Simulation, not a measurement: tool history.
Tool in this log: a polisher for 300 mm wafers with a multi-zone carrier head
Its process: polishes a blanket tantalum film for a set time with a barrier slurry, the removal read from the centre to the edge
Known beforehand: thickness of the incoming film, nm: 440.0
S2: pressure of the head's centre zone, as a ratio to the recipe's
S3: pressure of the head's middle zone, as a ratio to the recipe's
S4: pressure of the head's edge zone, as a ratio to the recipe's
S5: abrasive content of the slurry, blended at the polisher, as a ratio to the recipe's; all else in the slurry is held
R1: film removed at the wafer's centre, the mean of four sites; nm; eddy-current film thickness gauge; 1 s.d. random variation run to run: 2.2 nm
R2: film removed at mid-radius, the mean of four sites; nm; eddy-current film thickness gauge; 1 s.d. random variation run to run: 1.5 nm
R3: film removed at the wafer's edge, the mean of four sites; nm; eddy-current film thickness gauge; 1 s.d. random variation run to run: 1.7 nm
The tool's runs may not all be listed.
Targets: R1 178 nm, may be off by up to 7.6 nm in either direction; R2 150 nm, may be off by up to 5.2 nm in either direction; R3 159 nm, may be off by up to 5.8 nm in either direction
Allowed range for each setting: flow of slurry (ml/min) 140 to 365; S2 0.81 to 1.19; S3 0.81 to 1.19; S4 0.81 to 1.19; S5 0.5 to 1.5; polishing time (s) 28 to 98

run 1 day=0 | flow_of_slurry_(ml/min)=235 S2=1 S3=1 S4=1 S5=1 polishing_time_(s)=63 | R1=136.82 R2=133.31 R3=130.48
run 2 day=0.096 | flow_of_slurry_(ml/min)=240 S2=1.02 S3=1 S4=1.03 S5=1.05 polishing_time_(s)=63 | R1=144.05 R2=136.71 R3=138.84
run 3 day=0.275 | flow_of_slurry_(ml/min)=250 S2=1.05 S3=1.01 S4=1.04 S5=1.05 polishing_time_(s)=63 | R1=146.55 R2=137 R3=137.78
run 4 day=0.538 | flow_of_slurry_(ml/min)=250 S2=1.07 S3=1.01 S4=1.06 S5=1.1 polishing_time_(s)=63 | R1=154.2 R2=138.66 R3=137.42
run 5 day=0.85 | flow_of_slurry_(ml/min)=250 S2=1.07 S3=1.01 S4=1.02 S5=1.1 polishing_time_(s)=63 | R1=153.46 R2=140.66 R3=136.59
run 6 day=0.983 | flow_of_slurry_(ml/min)=255 S2=1.08 S3=1.01 S4=1.05 S5=1.15 polishing_time_(s)=63 | R1=155.32 R2=142.54 R3=142
run 7 day=1.083 | flow_of_slurry_(ml/min)=260 S2=1.1 S3=1.01 S4=1.07 S5=1.2 polishing_time_(s)=63 | R1=161.22 R2=145.11 R3=146.14
run 8 day=1.292 | flow_of_slurry_(ml/min)=265 S2=1.11 S3=1.01 S4=1.08 S5=1.2 polishing_time_(s)=63 | R1=161.23 R2=143.95 R3=145.38
run 9 day=1.5 | flow_of_slurry_(ml/min)=265 S2=1.12 S3=1.01 S4=1.09 S5=1.25 polishing_time_(s)=63 | R1=164.38 R2=144.61 R3=147.91
run 10 day=1.771 | flow_of_slurry_(ml/min)=270 S2=1.13 S3=1.01 S4=1.1 S5=1.3 polishing_time_(s)=63 | R1=168.23 R2=147.28 R3=149.43

Which single option among these 5 for the next run brings every result within its allowed miss of target? Just one does.
run A day=2.042 | flow_of_slurry_(ml/min)=240 S2=1.15 S3=0.99 S4=1.12 S5=1.5 polishing_time_(s)=64 | R1=? R2=? R3=?
run B day=2.042 | flow_of_slurry_(ml/min)=245 S2=0.97 S3=1.01 S4=1.13 S5=1.4 polishing_time_(s)=70 | R1=? R2=? R3=?
run C day=2.042 | flow_of_slurry_(ml/min)=290 S2=1.19 S3=0.85 S4=1.19 S5=1.4 polishing_time_(s)=67 | R1=? R2=? R3=?
run D day=2.042 | flow_of_slurry_(ml/min)=210 S2=1.18 S3=1.08 S4=0.98 S5=1.35 polishing_time_(s)=63 | R1=? R2=? R3=?
run E day=2.042 | flow_of_slurry_(ml/min)=260 S2=1.03 S3=0.97 S4=1.08 S5=1.25 polishing_time_(s)=66 | R1=? R2=? R3=?

move=A R1=184.78 R2=148.33 R3=160.04
move=B R1=167.96 R2=162.59 R3=173.16
move=C R1=200.36 R2=138.59 R3=171.56
move=D R1=179.93 R2=150.54 R3=144.25
move=E R1=164.46 R2=145.26 R3=156.45
A: every result lands within tolerance
B: takes the biggest miss from the last run beyond its target
C: takes the biggest miss from the last run beyond its target
D: the biggest miss grows against the last run
E: gets the furthest-off result to its target, but another result is out of tolerance
So the answer is move A, the one that meets all the targets.

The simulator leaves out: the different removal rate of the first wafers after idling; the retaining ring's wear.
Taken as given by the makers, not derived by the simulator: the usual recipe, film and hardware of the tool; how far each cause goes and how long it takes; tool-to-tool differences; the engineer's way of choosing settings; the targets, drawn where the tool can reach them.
